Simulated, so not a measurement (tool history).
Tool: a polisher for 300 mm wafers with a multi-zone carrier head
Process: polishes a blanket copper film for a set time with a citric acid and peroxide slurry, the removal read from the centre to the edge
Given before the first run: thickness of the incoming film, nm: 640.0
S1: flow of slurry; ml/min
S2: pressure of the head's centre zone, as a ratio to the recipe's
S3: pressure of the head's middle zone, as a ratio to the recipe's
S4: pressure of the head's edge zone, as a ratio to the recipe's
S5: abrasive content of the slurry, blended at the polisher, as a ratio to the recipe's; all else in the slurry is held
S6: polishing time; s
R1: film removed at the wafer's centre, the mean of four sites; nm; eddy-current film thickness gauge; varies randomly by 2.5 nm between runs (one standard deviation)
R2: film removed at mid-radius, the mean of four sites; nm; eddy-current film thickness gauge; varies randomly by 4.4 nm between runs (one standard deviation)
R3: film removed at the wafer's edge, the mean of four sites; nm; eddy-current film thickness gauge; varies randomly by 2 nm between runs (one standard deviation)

run	hour	S1	S2	S3	S4	S5	S6	R1	R2	R3
1	0	260	1	1	1	1	70	244.35	235.59	235.79
2	2.6	260	1.04	1	1	1	70	258.53	236.76	237.94
3	5.5	260	1.04	1	1	0.85	70	247.44	226.6	229.57
4	6.3	270	1.06	1.03	1.04	1	71	265.88	246.49	242.83
5	12.7	270	1.06	0.99	1.04	1	71	264.71	239.84	244.63
6	18.3	275	1.07	1.01	1.07	1.15	72	282.83	247.61	257.77

What does the tool deliver on the next run?
7	20.1	310	1.04	1.11	1.12	1.4	79	?	?	?

Run 7 produced R1 315.74 nm, R2 328.46 nm, R3 306.64 nm.
